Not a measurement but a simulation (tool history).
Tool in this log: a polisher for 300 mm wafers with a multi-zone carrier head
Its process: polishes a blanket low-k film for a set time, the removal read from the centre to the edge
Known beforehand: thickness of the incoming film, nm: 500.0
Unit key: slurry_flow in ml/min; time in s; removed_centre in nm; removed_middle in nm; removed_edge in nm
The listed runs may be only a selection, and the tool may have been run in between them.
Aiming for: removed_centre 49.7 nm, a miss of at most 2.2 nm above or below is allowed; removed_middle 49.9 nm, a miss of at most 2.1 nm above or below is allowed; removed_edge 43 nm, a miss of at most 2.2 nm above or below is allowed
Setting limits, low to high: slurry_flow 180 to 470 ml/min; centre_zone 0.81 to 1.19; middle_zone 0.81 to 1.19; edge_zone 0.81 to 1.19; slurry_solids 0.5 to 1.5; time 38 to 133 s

run	hour	slurry_flow	centre_zone	middle_zone	edge_zone	slurry_solids	time	removed_centre	removed_middle	removed_edge
1	0	300	1	1	1	1	85	36.162	36.503	36.971
2	4	255	1	1	1	1	85	36.406	35.304	35.969
3	5	265	1.04	1.06	0.99	1.1	86	39.701	39.173	37.645
4	10.9	280	1.07	1.1	0.99	1.2	87	42.981	42.419	39.458
5	18.4	280	1.07	1.1	0.99	1	87	40.204	39.778	36.819
6	21.9	280	1.07	1.03	0.99	1	87	40.345	37.467	36.407
7	29.1	295	1.09	1.08	0.99	1.1	88	42.381	40.508	38.537
8	31.9	290	1.1	1.11	0.97	1.2	89	44.566	43.799	40.739

Which single option among these 4 for the next run brings every result within its allowed miss of target? Just one does.
A	34.7	275	1.15	1.19	1	1.1	98	?	?	?
B	34.7	280	1.08	1.17	0.91	1.3	104	?	?	?
C	34.7	240	1.03	1.13	0.92	1	115	?	?	?
D	34.7	380	0.89	1.11	0.96	1.4	102	?	?	?

move	removed_centre	removed_middle	removed_edge
A	49.766	49.34	42.985
B	53.203	55.325	47.308
C	49.55	52.506	46.607
D	45.513	54.655	49.523
A: all results in spec
B: moves the result that the last run missed by most past its target, out the other side
C: moves the result that the last run missed by most past its target, out the other side
D: moves the result that the last run missed by most past its target, out the other side
A meets every target.

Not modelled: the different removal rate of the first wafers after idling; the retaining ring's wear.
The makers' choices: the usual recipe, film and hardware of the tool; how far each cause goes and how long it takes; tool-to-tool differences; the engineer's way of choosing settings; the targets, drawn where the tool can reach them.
